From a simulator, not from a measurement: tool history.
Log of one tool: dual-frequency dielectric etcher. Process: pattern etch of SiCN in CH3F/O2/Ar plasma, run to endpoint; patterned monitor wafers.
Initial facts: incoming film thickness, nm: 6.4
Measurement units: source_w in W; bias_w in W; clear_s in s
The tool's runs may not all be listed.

run    day  source_w  bias_w  clear_s
  1  0.000       420      67   18.419
  2  0.250       420      62   19.144
  3  0.525       350      62   20.151
  4  0.629       330      59   21.195
  5  0.729       320      58   21.894
  6  0.896       360      58   20.504

Expected results for the next run?
  7  1.017       340      56        ?

{"run 7": {"clear_s": 21.658}}

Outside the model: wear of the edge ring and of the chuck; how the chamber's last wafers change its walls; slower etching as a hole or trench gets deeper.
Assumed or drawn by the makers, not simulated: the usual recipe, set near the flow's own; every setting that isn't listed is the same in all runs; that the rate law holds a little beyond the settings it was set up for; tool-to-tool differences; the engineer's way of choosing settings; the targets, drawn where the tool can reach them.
